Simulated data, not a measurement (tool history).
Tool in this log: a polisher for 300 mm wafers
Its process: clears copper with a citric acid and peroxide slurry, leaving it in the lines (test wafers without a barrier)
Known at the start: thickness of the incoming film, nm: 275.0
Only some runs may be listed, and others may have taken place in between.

| run | day | flow of slurry (ml/min) | pressure of the wafer on the pad (kPa) | speed of the pad under the wafer (m/s) | abrasive content of the slurry | overpolish time after the end point (s) | time until the end point was called (s) | dishing of a wide line in a test structure (Å) |
|---|---|---|---|---|---|---|---|---|
| 1 | 0 | 140 | 26.2 | 1.08 | 1 | 9 | 74.124 | 232.61 |
| 2 | 0.354 | 140 | 23.4 | 1.04 | 1 | 8 | 86.312 | 180.48 |
| 3 | 0.504 | 145 | 20.7 | 1.02 | 1 | 7 | 94.969 | 146.71 |
| 4 | 0.679 | 160 | 18.6 | 0.96 | 1 | 6 | 108.72 | 110.83 |
| 5 | 0.95 | 160 | 21.4 | 0.96 | 1 | 6 | 100.27 | 125.24 |
| 6 | 1.004 | 160 | 21.4 | 0.96 | 1.1 | 6 | 96.545 | 128.83 |
| 7 | 1.112 | 175 | 19.3 | 0.98 | 0.95 | 5 | 104.41 | 99.44 |

The next listed run, before its measurement:
| 8 | 1.296 | 185 | 17.9 | 1.02 | 0.85 | 5 | ? | ? |

time until the end point was called (s): 109.07
dishing of a wide line in a test structure (Å): 93.711
